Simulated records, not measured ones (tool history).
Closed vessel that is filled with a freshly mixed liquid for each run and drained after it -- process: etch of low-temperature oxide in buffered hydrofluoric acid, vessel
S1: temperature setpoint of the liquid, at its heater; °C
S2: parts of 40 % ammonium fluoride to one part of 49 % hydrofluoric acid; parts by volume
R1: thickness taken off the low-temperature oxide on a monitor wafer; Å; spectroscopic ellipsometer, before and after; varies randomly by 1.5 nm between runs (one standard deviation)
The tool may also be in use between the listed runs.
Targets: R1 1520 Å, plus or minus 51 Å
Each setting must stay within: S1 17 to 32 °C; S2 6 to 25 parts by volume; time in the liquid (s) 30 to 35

{"run": 1, "day": 0.0, "S1": 24, "S2": 15.5, "time in the liquid (s)": 35, "R1": 1148}
{"run": 2, "day": 0.171, "S1": 21.5, "S2": 15.5, "time in the liquid (s)": 35, "R1": 1019}
{"run": 3, "day": 0.271, "S1": 24.5, "S2": 15.5, "time in the liquid (s)": 35, "R1": 1198}
{"run": 4, "day": 0.292, "S1": 25, "S2": 15.5, "time in the liquid (s)": 35, "R1": 1209.9}
{"run": 5, "day": 0.421, "S1": 25, "S2": 15.5, "time in the liquid (s)": 30, "R1": 1055.5}
{"run": 6, "day": 0.758, "S1": 26, "S2": 15, "time in the liquid (s)": 30, "R1": 1162.2}
{"run": 7, "day": 0.996, "S1": 27, "S2": 15, "time in the liquid (s)": 30, "R1": 1202.6}
{"run": 8, "day": 1.125, "S1": 27.5, "S2": 15, "time in the liquid (s)": 30, "R1": 1259.8}
{"run": 9, "day": 1.25, "S1": 28, "S2": 15, "time in the liquid (s)": 30, "R1": 1273.3}

Next run, 4 choices. One meets every target within its allowed miss, the rest don't. Which?
{"run": "A", "day": 1.375, "S1": 26, "S2": 13, "time in the liquid (s)": 35, "R1": "?"}
{"run": "B", "day": 1.375, "S1": 26.5, "S2": 19, "time in the liquid (s)": 30, "R1": "?"}
{"run": "C", "day": 1.375, "S1": 28, "S2": 16.5, "time in the liquid (s)": 30, "R1": "?"}
{"run": "D", "day": 1.375, "S1": 28, "S2": 17, "time in the liquid (s)": 30, "R1": "?"}

move=A R1=1559
move=B R1=945.54
move=C R1=1177.2
move=D R1=1143.2
A: hits every target within its allowed miss
B: its largest miss is bigger than the last run's
C: its largest miss is bigger than the last run's
D: its largest miss is bigger than the last run's
The move that meets every target is A.
